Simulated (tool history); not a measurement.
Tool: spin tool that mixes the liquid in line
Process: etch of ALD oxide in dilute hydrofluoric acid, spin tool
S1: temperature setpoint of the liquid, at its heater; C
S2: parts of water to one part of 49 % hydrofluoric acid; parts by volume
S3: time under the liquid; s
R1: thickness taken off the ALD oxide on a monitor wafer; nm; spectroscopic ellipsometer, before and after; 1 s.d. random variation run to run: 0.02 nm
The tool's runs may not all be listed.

run 1 hour=0 | S1=25 S2=180 S3=15 | R1=2.0554
run 2 hour=2.7 | S1=26.5 S2=180 S3=15 | R1=2.1492
run 3 hour=5.9 | S1=27.5 S2=175 S3=15 | R1=2.3435
run 4 hour=7.6 | S1=27.5 S2=175 S3=15 | R1=2.3286
run 5 hour=11.3 | S1=28.5 S2=175 S3=15 | R1=2.4166
run 6 hour=18.9 | S1=28.5 S2=175 S3=15 | R1=2.4188
run 7 hour=27.9 | S1=29.5 S2=175 S3=15 | R1=2.5029

Forecast run 8:
run 8 hour=32.2 | S1=29.5 S2=175 S3=15 | R1=?

R1: 2.4976 nm

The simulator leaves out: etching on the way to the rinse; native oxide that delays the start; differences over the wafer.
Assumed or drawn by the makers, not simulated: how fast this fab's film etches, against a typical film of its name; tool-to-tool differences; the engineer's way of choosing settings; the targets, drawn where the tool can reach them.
